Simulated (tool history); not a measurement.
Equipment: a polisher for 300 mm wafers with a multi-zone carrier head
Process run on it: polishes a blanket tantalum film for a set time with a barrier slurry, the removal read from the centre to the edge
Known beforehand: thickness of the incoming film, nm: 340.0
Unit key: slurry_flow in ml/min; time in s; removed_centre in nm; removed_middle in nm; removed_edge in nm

run,day,slurry_flow,centre_zone,middle_zone,edge_zone,slurry_solids,time,removed_centre,removed_middle,removed_edge
1,0,265,1,1,1,1,32,57.577,55.198,54.572
2,0.162,270,1.01,1.02,1.02,1.05,33,59.947,60.191,58.288
3,0.417,270,1.06,1.02,1.02,1.05,33,62.793,58.931,57.701
4,0.567,270,1.06,1.02,0.97,1.05,33,62.535,59.23,57.997
5,0.742,275,1.07,1.03,0.97,1.1,33,65.253,60.654,58.454
6,0.908,275,1.07,0.98,0.97,1.1,33,63.949,59.45,57.619
# day 1.117: worn pad replaced by a new one
7,1.117,275,1.08,1,0.99,1.15,33,70.463,64.416,63.33

Run 8 has not been measured yet. What should we expect?
8,1.333,285,1.08,1.02,1.01,1.15,33,?,?,?

Logged for run 8: removed_centre 71.062 nm, removed_middle 65.282 nm, removed_edge 63.791 nm.
